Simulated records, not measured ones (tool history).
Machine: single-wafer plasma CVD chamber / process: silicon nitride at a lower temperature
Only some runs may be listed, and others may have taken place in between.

run	hour	heater temperature setpoint (deg C)	chamber pressure (Torr)	RF power (W)	deposition time (s)	mean film thickness on the monitor wafer (angstrom)
1	0.0	355	1.24	285	11.8	119.69
2	3.0	355	1.31	295	11.8	125.32
3	7.9	350	1.31	295	11.8	125.51
4	13.9	340	1.31	295	11.8	126.52
5	19.3	340	1.31	295	11.8	124.87
6	22.9	340	1.37	300	11.8	127.71
7	31.2	340	1.40	310	11.8	132.15

What does the tool deliver on the next run?
8	35.5	340	1.43	315	11.8	?

{"run 8": {"mean film thickness on the monitor wafer (angstrom)": 132.69}}

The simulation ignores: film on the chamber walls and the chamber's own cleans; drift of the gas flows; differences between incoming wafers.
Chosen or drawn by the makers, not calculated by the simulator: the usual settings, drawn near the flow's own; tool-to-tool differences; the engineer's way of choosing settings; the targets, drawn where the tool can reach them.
